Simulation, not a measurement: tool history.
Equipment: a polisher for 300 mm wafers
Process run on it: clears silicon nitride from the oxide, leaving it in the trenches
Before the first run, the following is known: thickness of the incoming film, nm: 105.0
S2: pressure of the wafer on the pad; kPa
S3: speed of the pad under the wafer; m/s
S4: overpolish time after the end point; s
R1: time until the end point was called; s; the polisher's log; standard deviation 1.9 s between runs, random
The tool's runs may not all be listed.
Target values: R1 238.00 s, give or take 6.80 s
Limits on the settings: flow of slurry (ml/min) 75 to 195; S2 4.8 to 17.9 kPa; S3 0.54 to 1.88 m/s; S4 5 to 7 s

run 1 day=0.000 | flow_of_slurry_(ml/min)=125 S2=11.0 S3=1.20 S4=7 | R1=159.99
run 2 day=0.188 | flow_of_slurry_(ml/min)=120 S2=10.3 S3=1.20 S4=7 | R1=175.13
run 3 day=0.254 | flow_of_slurry_(ml/min)=90 S2=10.3 S3=1.20 S4=7 | R1=195.28
run 4 day=0.425 | flow_of_slurry_(ml/min)=90 S2=9.0 S3=1.20 S4=7 | R1=225.67
-- day=0.488 slurry nozzle cleaned
run 5 day=0.488 | flow_of_slurry_(ml/min)=120 S2=9.0 S3=1.20 S4=7 | R1=175.53
run 6 day=0.838 | flow_of_slurry_(ml/min)=115 S2=9.0 S3=1.20 S4=7 | R1=174.39
run 7 day=0.988 | flow_of_slurry_(ml/min)=110 S2=9.0 S3=1.20 S4=7 | R1=177.02
run 8 day=1.162 | flow_of_slurry_(ml/min)=105 S2=9.0 S3=1.18 S4=7 | R1=184.72
run 9 day=1.192 | flow_of_slurry_(ml/min)=100 S2=9.0 S3=1.16 S4=7 | R1=190.56
run 10 day=1.408 | flow_of_slurry_(ml/min)=95 S2=8.3 S3=1.12 S4=7 | R1=212.80
run 11 day=1.729 | flow_of_slurry_(ml/min)=90 S2=8.3 S3=1.12 S4=7 | R1=217.48
run 12 day=1.925 | flow_of_slurry_(ml/min)=90 S2=8.3 S3=1.12 S4=7 | R1=219.27
run 13 day=2.062 | flow_of_slurry_(ml/min)=80 S2=8.3 S3=1.12 S4=7 | R1=223.44
run 14 day=2.333 | flow_of_slurry_(ml/min)=75 S2=7.6 S3=1.10 S4=7 | R1=259.72

Pick the move, out of 4, that brings all results within their allowed miss; only one does.
run A day=2.604 | flow_of_slurry_(ml/min)=80 S2=9.0 S3=0.98 S4=7 | R1=?
run B day=2.604 | flow_of_slurry_(ml/min)=75 S2=5.5 S3=1.34 S4=6 | R1=?
run C day=2.604 | flow_of_slurry_(ml/min)=80 S2=6.2 S3=1.12 S4=6 | R1=?
run D day=2.604 | flow_of_slurry_(ml/min)=130 S2=8.3 S3=0.82 S4=5 | R1=?

move=A R1=237.61
move=B R1=285.24
move=C R1=296.86
move=D R1=267.15
A: every result within its allowed miss
B: the biggest miss grows against the last run
C: the biggest miss grows against the last run
D: the biggest miss grows against the last run
The move that meets every target is A.
